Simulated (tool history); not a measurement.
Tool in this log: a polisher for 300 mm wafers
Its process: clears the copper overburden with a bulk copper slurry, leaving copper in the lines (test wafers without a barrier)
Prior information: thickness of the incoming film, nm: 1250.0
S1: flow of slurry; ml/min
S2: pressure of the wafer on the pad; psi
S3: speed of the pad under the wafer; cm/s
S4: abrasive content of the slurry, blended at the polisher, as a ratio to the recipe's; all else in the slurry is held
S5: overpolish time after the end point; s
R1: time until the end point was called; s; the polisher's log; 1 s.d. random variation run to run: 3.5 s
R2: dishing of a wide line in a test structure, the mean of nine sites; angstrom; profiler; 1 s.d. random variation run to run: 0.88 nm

{"run": 1, "hour": 0.0, "S1": 140, "S2": 2.4, "S3": 102, "S4": 1, "S5": 16, "R1": 123.94, "R2": 768.28}
{"run": 2, "hour": 6.1, "S1": 140, "S2": 2.4, "S3": 102, "S4": 0.9, "S5": 16, "R1": 120.55, "R2": 757.87}
{"run": 3, "hour": 11.0, "S1": 140, "S2": 2.7, "S3": 102, "S4": 0.9, "S5": 16, "R1": 112.27, "R2": 826.24}
{"run": 4, "hour": 16.7, "S1": 135, "S2": 2.2, "S3": 96, "S4": 0.9, "S5": 15, "R1": 151.31, "R2": 681.39}
{"run": 5, "hour": 18.9, "S1": 135, "S2": 1.9, "S3": 96, "S4": 0.9, "S5": 13, "R1": 167.65, "R2": 580.21}
{"run": 6, "hour": 23.3, "S1": 130, "S2": 1.7, "S3": 96, "S4": 0.9, "S5": 12, "R1": 183.49, "R2": 504.17}
{"run": 7, "hour": 26.8, "S1": 125, "S2": 1.6, "S3": 96, "S4": 0.9, "S5": 12, "R1": 201.18, "R2": 451.9}

Estimate the outcome of run 8 from the log above:
{"run": 8, "hour": 34.1, "S1": 120, "S2": 1.6, "S3": 94, "S4": 0.9, "S5": 13, "R1": "?", "R2": "?"}

For run 8 the tool returned R1 210.22 s, R2 468.29 angstrom.
